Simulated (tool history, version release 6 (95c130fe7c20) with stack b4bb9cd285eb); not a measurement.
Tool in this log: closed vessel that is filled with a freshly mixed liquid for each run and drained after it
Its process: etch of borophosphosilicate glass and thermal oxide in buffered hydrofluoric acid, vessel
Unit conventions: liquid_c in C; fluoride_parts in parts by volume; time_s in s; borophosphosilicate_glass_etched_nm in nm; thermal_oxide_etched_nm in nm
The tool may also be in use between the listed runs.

run,hour,liquid_c,fluoride_parts,time_s,borophosphosilicate_glass_etched_nm,thermal_oxide_etched_nm
1,0.0,22.0,14,60,77.229,45.099
2,4.3,19.5,14,60,67.050,38.753
3,6.7,19.5,12,60,78.208,45.209
4,14.2,21.0,12,60,85.439,49.289
5,15.3,21.0,12,75,106.440,61.518
6,22.0,19.5,12,75,98.094,56.297
7,24.2,21.0,12,75,106.360,61.393

Run 8 is up next; what results do you expect?
8,27.1,24.5,12,75,?,?

borophosphosilicate_glass_etched_nm: 128.520 nm
thermal_oxide_etched_nm: 74.756 nm
